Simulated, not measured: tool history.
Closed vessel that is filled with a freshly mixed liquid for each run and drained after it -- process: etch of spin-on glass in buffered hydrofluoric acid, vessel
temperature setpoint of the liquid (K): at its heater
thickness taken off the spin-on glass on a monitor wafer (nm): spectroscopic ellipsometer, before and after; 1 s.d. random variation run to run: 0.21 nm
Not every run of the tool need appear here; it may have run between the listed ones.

run,hour,temperature setpoint of the liquid (K),parts of 40 % ammonium fluoride to one part of 49 % hydrofluoric acid (parts by volume),time in the liquid (s),thickness taken off the spin-on glass on a monitor wafer (nm)
1,0,293.15,19.5,35,26.084
2,3.6,292.65,19.5,35,25.16
3,5,292.15,19.5,35,24.561
4,6,294.65,19.5,35,28.064
5,11.6,294.65,16.5,35,33.015
6,13.4,294.65,16.5,35,32.758
7,16.1,294.15,17,35,30.969
8,21,293.65,17.5,35,29.255
9,29.5,293.15,18,35,27.644
10,34.1,292.65,18,35,26.94

Run 11 has not been measured yet. What should we expect?
11,39.6,292.15,18,35,?

thickness taken off the spin-on glass on a monitor wafer (nm): 26.144
